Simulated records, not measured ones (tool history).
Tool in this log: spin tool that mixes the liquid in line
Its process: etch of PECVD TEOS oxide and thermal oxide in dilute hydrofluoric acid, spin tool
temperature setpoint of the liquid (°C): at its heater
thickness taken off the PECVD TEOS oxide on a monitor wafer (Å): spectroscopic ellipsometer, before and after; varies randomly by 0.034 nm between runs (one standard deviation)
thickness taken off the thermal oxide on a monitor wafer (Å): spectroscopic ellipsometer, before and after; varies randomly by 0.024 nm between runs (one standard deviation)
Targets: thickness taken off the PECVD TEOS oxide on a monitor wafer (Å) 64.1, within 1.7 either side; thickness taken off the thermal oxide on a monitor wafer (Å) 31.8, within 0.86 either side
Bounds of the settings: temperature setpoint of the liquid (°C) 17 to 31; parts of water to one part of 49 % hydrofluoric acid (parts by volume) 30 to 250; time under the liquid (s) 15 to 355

run    day  temperature setpoint of the liquid (°C)  parts of water to one part of 49 % hydrofluoric acid (parts by volume)  time under the liquid (s)  thickness taken off the PECVD TEOS oxide on a monitor wafer (Å)  thickness taken off the thermal oxide on a monitor wafer (Å)
  1      0                                       23                                                                     140                        180                                                           105.84                                                        52.676
  2  0.121                                     21.5                                                                     150                        180                                                           91.507                                                         46.53
  3  0.467                                       21                                                                     160                        180                                                           84.097                                                         41.87
  4  0.717                                     19.5                                                                     160                        180                                                           79.246                                                          39.1
  5  0.762                                       19                                                                     165                        180                                                           75.103                                                        36.933
  6  0.804                                       19                                                                     165                        135                                                           56.574                                                        28.037
  7  1.117                                       20                                                                     165                        135                                                            58.04                                                        28.656
  8  1.204                                       21                                                                     165                        135                                                            60.98                                                        30.305
  9  1.312                                     21.5                                                                     165                        135                                                            61.48                                                        30.787

Of the 4 settings listed for the next run, only one would bring every result within its allowed miss of target. Which one?
  A  1.421                                       24                                                                     190                        150                                                                ?                                                             ?
  B  1.421                                       20                                                                     180                        155                                                                ?                                                             ?
  C  1.421                                     24.5                                                                     175                        125                                                                ?                                                             ?
  D  1.421                                       23                                                                     170                        145                                                                ?                                                             ?

move  thickness taken off the PECVD TEOS oxide on a monitor wafer (Å)  thickness taken off the thermal oxide on a monitor wafer (Å)
   A                                                           63.577                                                        31.495
   B                                                            60.16                                                        29.802
   C                                                           59.584                                                        29.516
   D                                                           67.606                                                         33.49
A: meets every target
B: moves away from the targets compared with the last run
C: moves away from the targets compared with the last run
D: takes the biggest miss from the last run beyond its target
So the answer is move A, the one that meets all the targets.
